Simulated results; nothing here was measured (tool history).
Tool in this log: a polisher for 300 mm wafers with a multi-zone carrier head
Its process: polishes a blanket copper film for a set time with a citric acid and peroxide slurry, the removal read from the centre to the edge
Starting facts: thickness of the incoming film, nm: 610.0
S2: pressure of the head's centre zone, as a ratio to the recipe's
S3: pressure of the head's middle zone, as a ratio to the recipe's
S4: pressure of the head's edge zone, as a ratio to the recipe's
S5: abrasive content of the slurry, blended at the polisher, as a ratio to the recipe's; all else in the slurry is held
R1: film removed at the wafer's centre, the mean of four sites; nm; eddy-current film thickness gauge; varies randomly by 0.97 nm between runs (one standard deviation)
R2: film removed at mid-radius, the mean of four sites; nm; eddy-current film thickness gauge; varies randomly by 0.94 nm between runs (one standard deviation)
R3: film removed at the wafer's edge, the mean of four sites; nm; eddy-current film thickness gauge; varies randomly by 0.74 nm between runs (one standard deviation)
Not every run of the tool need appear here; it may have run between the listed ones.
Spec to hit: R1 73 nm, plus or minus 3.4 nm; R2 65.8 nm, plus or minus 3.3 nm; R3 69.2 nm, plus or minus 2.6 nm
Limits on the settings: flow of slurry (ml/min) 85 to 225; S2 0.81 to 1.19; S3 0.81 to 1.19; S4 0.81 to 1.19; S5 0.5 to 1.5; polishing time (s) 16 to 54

Run 1, hour 0: flow of slurry (ml/min) 145, S2 1, S3 1, S4 1, S5 1, polishing time (s) 35. Result: R1 48.533 nm, R2 49.678 nm, R3 48.756 nm.
Run 2, hour 1: flow of slurry (ml/min) 145, S2 1, S3 1.06, S4 1, S5 1, polishing time (s) 35. Result: R1 47.793 nm, R2 53.712 nm, R3 49.647 nm.
Run 3, hour 3.5: flow of slurry (ml/min) 150, S2 1.02, S3 1.05, S4 1.02, S5 1.05, polishing time (s) 36. Result: R1 52.793 nm, R2 52.132 nm, R3 51.528 nm.
Run 4, hour 10.4: flow of slurry (ml/min) 150, S2 1.02, S3 1.05, S4 1.02, S5 0.9, polishing time (s) 36. Result: R1 50.299 nm, R2 51.86 nm, R3 50.168 nm.
Run 5, hour 11.8: flow of slurry (ml/min) 150, S2 1.02, S3 1.06, S4 1.03, S5 0.95, polishing time (s) 37. Result: R1 51.01 nm, R2 55.699 nm, R3 52.524 nm.
Run 6, hour 12.4: flow of slurry (ml/min) 150, S2 1.02, S3 1.06, S4 1.09, S5 0.95, polishing time (s) 37. Result: R1 51.264 nm, R2 54.016 nm, R3 54.17 nm.
Run 7, hour 18.4: flow of slurry (ml/min) 155, S2 1.03, S3 1.07, S4 1.1, S5 1, polishing time (s) 37. Result: R1 53.174 nm, R2 54.899 nm, R3 54.821 nm.
Run 8, hour 22.5: flow of slurry (ml/min) 155, S2 1.04, S3 1.07, S4 1.11, S5 1.05, polishing time (s) 38. Result: R1 54.627 nm, R2 59.828 nm, R3 57.159 nm.
At hour 24.6: worn pad replaced by a new one.
Run 9, hour 24.6: flow of slurry (ml/min) 160, S2 1.05, S3 1.05, S4 1.12, S5 1.1, polishing time (s) 39. Result: R1 63.72 nm, R2 66.683 nm, R3 65.081 nm.
Run 10, hour 28.5: flow of slurry (ml/min) 165, S2 1.06, S3 1.04, S4 1.12, S5 1.1, polishing time (s) 39. Result: R1 65.805 nm, R2 66.797 nm, R3 64.718 nm.
Run 11, hour 32.4: flow of slurry (ml/min) 165, S2 1.06, S3 1.03, S4 1.13, S5 1.1, polishing time (s) 39. Result: R1 67.694 nm, R2 63.94 nm, R3 66.849 nm.
Run 12, hour 38.7: flow of slurry (ml/min) 175, S2 1.07, S3 1.03, S4 1.13, S5 1.1, polishing time (s) 39. Result: R1 66.792 nm, R2 64.724 nm, R3 67.29 nm.
Run 13, hour 44.6: flow of slurry (ml/min) 175, S2 1.08, S3 1.03, S4 1.13, S5 1.1, polishing time (s) 39. Result: R1 68.176 nm, R2 65.084 nm, R3 66.265 nm.
Run 14, hour 51.3: flow of slurry (ml/min) 175, S2 1.08, S3 1.03, S4 1.13, S5 1.1, polishing time (s) 39. Result: R1 66.318 nm, R2 64.695 nm, R3 67.72 nm.
Run 15, hour 55.9: flow of slurry (ml/min) 175, S2 1.09, S3 1.03, S4 1.13, S5 1.1, polishing time (s) 39. Result: R1 68.134 nm, R2 64.45 nm, R3 67.212 nm.
Run 16, hour 58.6: flow of slurry (ml/min) 175, S2 1.1, S3 1.03, S4 1.13, S5 1.1, polishing time (s) 39. Result: R1 69.837 nm, R2 64.617 nm, R3 67.117 nm.

Exercise: of the 4 proposed moves below, exactly one satisfies all targets within the stated allowed misses. Which move is it?
Run A, hour 61.3: flow of slurry (ml/min) 185, S2 1.01, S3 1.01, S4 1.15, S5 1.2, polishing time (s) 40. Result: R1 ?, R2 ?, R3 ?.
Run B, hour 61.3: flow of slurry (ml/min) 225, S2 1.05, S3 1.01, S4 1.18, S5 0.95, polishing time (s) 39. Result: R1 ?, R2 ?, R3 ?.
Run C, hour 61.3: flow of slurry (ml/min) 190, S2 1.09, S3 0.97, S4 1.09, S5 1.05, polishing time (s) 41. Result: R1 ?, R2 ?, R3 ?.
Run D, hour 61.3: flow of slurry (ml/min) 160, S2 1.14, S3 1.02, S4 1.12, S5 1.25, polishing time (s) 36. Result: R1 ?, R2 ?, R3 ?.

move      R1      R2      R3
   A  67.504  65.901  70.936
   B  66.673  62.384  67.626
   C    72.7  63.495    68.8
   D   67.69  59.102  62.626
A: its largest miss is bigger than the last run's
B: its largest miss is bigger than the last run's
C: each result inside its tolerance
D: its largest miss is bigger than the last run's
C meets every target.

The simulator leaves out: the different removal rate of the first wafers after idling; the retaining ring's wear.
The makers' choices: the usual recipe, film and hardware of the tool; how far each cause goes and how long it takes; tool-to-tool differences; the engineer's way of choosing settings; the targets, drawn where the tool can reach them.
